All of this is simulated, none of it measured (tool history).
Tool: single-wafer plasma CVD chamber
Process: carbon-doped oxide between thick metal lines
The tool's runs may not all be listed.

run	day	heater temperature setpoint (deg C)	chamber pressure (Torr)	RF power (W)	deposition time (s)	mean film thickness on the monitor wafer (Å)
1	0	345	4.45	650	173	8757.5
2	0.242	349	4.45	650	173	8686.1
3	0.4	349	3.71	650	173	8500.9
4	0.654	346	4.11	670	173	8872.2
5	0.879	342	4.38	680	173	9156.5
6	1.083	342	4.38	595	173	8207.3
7	1.158	340	4.68	620	173	8655.4
8	1.308	338	4.98	635	173	8957.9
9	1.438	336	5.24	645	173	9154.6

Forecast run 10:
10	1.625	327	6.13	700	173	?

mean film thickness on the monitor wafer (Å): 10220
